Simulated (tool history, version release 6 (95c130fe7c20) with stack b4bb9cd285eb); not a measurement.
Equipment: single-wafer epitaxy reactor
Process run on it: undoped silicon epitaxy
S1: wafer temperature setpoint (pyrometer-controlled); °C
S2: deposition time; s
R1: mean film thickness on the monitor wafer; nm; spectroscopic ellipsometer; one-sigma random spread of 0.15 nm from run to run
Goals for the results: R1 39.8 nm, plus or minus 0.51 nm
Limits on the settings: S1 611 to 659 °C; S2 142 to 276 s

run,hour,S1,S2,R1
1,0,635,209,26.403
2,1.8,638,209,28.264
3,2.3,641,209,29.995
4,10.2,634,209,26.075
5,13.5,638,209,28.125
6,20.7,641,209,29.835
7,25.3,644,209,31.653
8,31.8,644,209,31.307
9,39.4,646,209,32.588
10,43.4,648,209,34.133
11,45.3,649,209,34.622
12,50.3,657,209,40.545

Which single option among these 4 for the next run brings every result within its allowed miss of target? Just one does.
A,55.3,654,218,?
B,55.3,659,203,?
C,55.3,652,231,?
D,55.3,657,211,?

move,R1
A,39.862
B,40.821
C,40.653
D,40.851
A: all results in spec
B: lands further from the targets than the last run did
C: lands further from the targets than the last run did
D: lands further from the targets than the last run did
A is the move that brings every result within its allowed miss.

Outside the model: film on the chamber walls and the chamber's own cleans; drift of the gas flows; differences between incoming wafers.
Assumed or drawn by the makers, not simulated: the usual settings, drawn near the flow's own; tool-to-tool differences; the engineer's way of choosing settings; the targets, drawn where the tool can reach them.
